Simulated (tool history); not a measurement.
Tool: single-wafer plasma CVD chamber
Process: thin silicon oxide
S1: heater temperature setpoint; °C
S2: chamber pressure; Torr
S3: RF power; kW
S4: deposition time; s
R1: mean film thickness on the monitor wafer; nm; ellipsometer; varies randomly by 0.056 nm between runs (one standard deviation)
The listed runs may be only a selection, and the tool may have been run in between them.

run	hour	S1	S2	S3	S4	R1
1	0.0	395	0.542	0.325	9.12	12.109
2	2.2	395	0.566	0.325	9.12	12.555
3	5.0	395	0.509	0.325	9.12	11.358
4	13.5	395	0.509	0.350	9.12	11.719
5	16.2	395	0.509	0.350	9.42	12.124
6	22.9	395	0.421	0.350	9.42	10.033

Predict the results of run 7:
7	29.7	395	0.470	0.355	9.42	?

R1: 11.345 nm
